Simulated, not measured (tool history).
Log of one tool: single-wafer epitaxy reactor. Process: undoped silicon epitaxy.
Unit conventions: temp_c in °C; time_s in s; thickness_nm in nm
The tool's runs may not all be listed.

run,hour,temp_c,time_s,thickness_nm
1,0.0,660,580,131.490
2,6.6,660,530,119.950
3,7.5,649,530,97.973
4,10.7,639,530,80.857
5,11.4,636,530,75.715
6,16.2,642,533,85.580
7,23.3,647,536,94.866
8,27.4,652,538,105.420
9,31.0,656,540,113.520
10,39.7,659,542,120.960
11,42.2,662,543,127.520
12,42.9,664,544,133.110
13,51.2,666,545,137.890
14,59.0,668,546,143.710
15,66.9,669,547,146.330
16,73.8,670,548,149.240
17,75.5,671,549,152.470
18,80.4,672,549,154.830

Expected results for the next run?
19,88.6,673,549,?

Run 19 gave thickness_nm 158.100 nm.
